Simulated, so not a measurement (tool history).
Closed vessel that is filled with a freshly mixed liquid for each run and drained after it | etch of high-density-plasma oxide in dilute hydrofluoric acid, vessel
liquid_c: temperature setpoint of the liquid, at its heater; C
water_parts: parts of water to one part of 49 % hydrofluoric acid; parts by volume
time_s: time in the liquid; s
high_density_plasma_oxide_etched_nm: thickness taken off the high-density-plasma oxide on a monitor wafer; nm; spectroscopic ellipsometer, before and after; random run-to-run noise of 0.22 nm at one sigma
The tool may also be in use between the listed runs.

run    day  liquid_c  water_parts  time_s  high_density_plasma_oxide_etched_nm
  1  0.000      22.0          135     625                               35.433
  2  0.142      25.0          135     625                               39.750
  3  0.271      22.5          135     625                               36.386
  4  0.321      20.0          135     625                               32.958
  5  0.546      20.0          135     670                               35.432
  6  0.854      20.0          135     670                               35.410

For run 7, what comes out?
  7  1.100      19.0          135     670                                    ?

Run 7 measured high_density_plasma_oxide_etched_nm 34.047 nm.
